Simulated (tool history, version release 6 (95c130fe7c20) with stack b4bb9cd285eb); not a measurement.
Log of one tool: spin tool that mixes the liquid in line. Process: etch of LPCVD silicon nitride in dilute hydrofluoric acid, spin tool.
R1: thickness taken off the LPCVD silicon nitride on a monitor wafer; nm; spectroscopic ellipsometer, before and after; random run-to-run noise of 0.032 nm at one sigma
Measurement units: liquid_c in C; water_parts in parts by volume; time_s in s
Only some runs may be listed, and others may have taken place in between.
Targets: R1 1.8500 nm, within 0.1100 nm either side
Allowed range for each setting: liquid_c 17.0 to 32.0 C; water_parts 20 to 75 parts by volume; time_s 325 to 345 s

Run 1, hour 0.0: liquid_c 24.0 C, water_parts 45 parts by volume, time_s 325 s. Result: R1 3.4537 nm.
Run 2, hour 4.2: liquid_c 24.0 C, water_parts 45 parts by volume, time_s 345 s. Result: R1 3.6442 nm.
Run 3, hour 6.9: liquid_c 24.0 C, water_parts 45 parts by volume, time_s 345 s. Result: R1 3.6346 nm.
Run 4, hour 11.1: liquid_c 24.0 C, water_parts 55 parts by volume, time_s 345 s. Result: R1 3.0593 nm.
Run 5, hour 14.2: liquid_c 24.0 C, water_parts 45 parts by volume, time_s 345 s. Result: R1 3.7081 nm.
Run 6, hour 22.9: liquid_c 22.5 C, water_parts 50 parts by volume, time_s 345 s. Result: R1 3.0049 nm.
Run 7, hour 28.1: liquid_c 21.5 C, water_parts 50 parts by volume, time_s 345 s. Result: R1 2.8511 nm.
Run 8, hour 32.2: liquid_c 20.5 C, water_parts 50 parts by volume, time_s 345 s. Result: R1 2.6477 nm.
Run 9, hour 34.5: liquid_c 20.0 C, water_parts 50 parts by volume, time_s 345 s. Result: R1 2.5115 nm.
Run 10, hour 37.1: liquid_c 19.5 C, water_parts 50 parts by volume, time_s 345 s. Result: R1 2.4925 nm.
Run 11, hour 41.0: liquid_c 17.0 C, water_parts 60 parts by volume, time_s 340 s. Result: R1 1.7083 nm.

Exercise: of the 4 proposed moves below, exactly one satisfies all targets within the stated allowed misses. Which move is it?
Run A, hour 44.9: liquid_c 17.0 C, water_parts 65 parts by volume, time_s 345 s. Result: R1 ?.
Run B, hour 44.9: liquid_c 17.5 C, water_parts 50 parts by volume, time_s 345 s. Result: R1 ?.
Run C, hour 44.9: liquid_c 17.0 C, water_parts 55 parts by volume, time_s 335 s. Result: R1 ?.
Run D, hour 44.9: liquid_c 18.5 C, water_parts 55 parts by volume, time_s 345 s. Result: R1 ?.

move      R1
   A  1.6434
   B  2.1956
   C  1.8763
   D  2.1478
A: further off than the last run
B: takes the result that was furthest off past its target
C: every result within its allowed miss
D: takes the result that was furthest off past its target
The right move is C.
